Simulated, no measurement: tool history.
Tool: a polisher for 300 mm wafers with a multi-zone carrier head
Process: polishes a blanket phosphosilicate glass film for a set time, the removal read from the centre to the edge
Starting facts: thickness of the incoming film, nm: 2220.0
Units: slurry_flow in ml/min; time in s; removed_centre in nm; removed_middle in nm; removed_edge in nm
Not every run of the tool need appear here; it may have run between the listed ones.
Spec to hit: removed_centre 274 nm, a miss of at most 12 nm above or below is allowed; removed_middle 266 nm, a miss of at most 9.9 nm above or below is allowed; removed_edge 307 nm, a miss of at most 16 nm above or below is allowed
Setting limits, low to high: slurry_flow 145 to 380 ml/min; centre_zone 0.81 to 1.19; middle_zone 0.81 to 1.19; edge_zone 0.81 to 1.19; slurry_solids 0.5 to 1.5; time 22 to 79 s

run,hour,slurry_flow,centre_zone,middle_zone,edge_zone,slurry_solids,time,removed_centre,removed_middle,removed_edge
1,0,245,1,1,1,1,50,383.74,398.4,395.71
2,4.8,245,0.92,1,1,1,50,363.72,404.86,396.74
3,9.9,245,0.92,1,1.05,1,50,366,400.13,406.94
4,12.8,245,0.87,1,1.05,1,50,348.13,405.77,398.95
5,20.9,240,0.88,0.95,1.05,0.85,49,315.09,352.74,372.3
6,22.9,240,0.91,0.92,1.02,0.75,48,307.57,328.26,340.69
7,24.4,235,0.92,0.88,1.03,0.7,48,297.67,304.07,332.75
8,31.1,230,0.92,0.86,1.03,0.65,48,286.11,286.12,321.55
9,40,220,0.92,0.85,1.02,0.65,48,285.58,279.44,323.71
10,45,220,0.92,0.85,1.02,0.65,48,286.87,284.67,318.59

5 next moves are on the table. One of them brings every result within its allowed miss. Which?
A,50,200,0.82,0.84,1.06,0.6,48,?,?,?
B,50,265,0.83,0.82,1.02,0.85,40,?,?,?
C,50,205,0.92,0.99,0.86,0.8,40,?,?,?
D,50,235,0.91,0.82,1.03,0.75,43,?,?,?
E,50,240,0.91,0.86,1,0.65,48,?,?,?

move,removed_centre,removed_middle,removed_edge
A,249.17,269.94,309.72
B,254.06,266.89,303.15
C,259.19,287.35,267.43
D,274.64,268.12,307.14
E,289.36,291.92,318.88
A: puts the biggest miss on target and leaves a different result outside tolerance
B: puts the biggest miss on target and leaves a different result outside tolerance
C: its largest miss is bigger than the last run's
D: every result within its allowed miss
E: its largest miss is bigger than the last run's
D is the move that brings every result within its allowed miss.
